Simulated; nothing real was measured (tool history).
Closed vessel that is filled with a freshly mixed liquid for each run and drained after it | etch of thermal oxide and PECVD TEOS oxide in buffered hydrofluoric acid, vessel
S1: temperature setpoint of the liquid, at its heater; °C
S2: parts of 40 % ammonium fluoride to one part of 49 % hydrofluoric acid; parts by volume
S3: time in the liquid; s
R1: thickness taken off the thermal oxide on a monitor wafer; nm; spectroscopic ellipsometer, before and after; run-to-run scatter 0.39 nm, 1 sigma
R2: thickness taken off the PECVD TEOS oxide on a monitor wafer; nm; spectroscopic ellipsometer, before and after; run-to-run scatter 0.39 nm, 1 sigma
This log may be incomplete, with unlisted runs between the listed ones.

run 1 hour=0 | S1=22 S2=13.5 S3=60 | R1=40.546 R2=113
run 2 hour=7 | S1=22 S2=16.5 S3=60 | R1=33.166 R2=92.357
run 3 hour=15.1 | S1=23 S2=16.5 S3=60 | R1=35.721 R2=96.605
run 4 hour=23.6 | S1=23.5 S2=16.5 S3=60 | R1=36.321 R2=99.68
run 5 hour=24.8 | S1=24 S2=16.5 S3=60 | R1=37.49 R2=102.57
run 6 hour=27.1 | S1=24 S2=14.5 S3=60 | R1=42.49 R2=116.49
run 7 hour=28.6 | S1=23.5 S2=14.5 S3=60 | R1=40.787 R2=113.58
run 8 hour=36.1 | S1=23 S2=14.5 S3=60 | R1=40.89 R2=110.82
-- hour=44.7 hydrofluoric acid flow meter replaced
run 9 hour=44.7 | S1=22.5 S2=14.5 S3=60 | R1=40.911 R2=115.61

Estimate the outcome of run 10 from the log above:
run 10 hour=53 | S1=22.5 S2=15 S3=60 | R1=? R2=?

{"run 10": {"R1": 41.007, "R2": 111.9}}
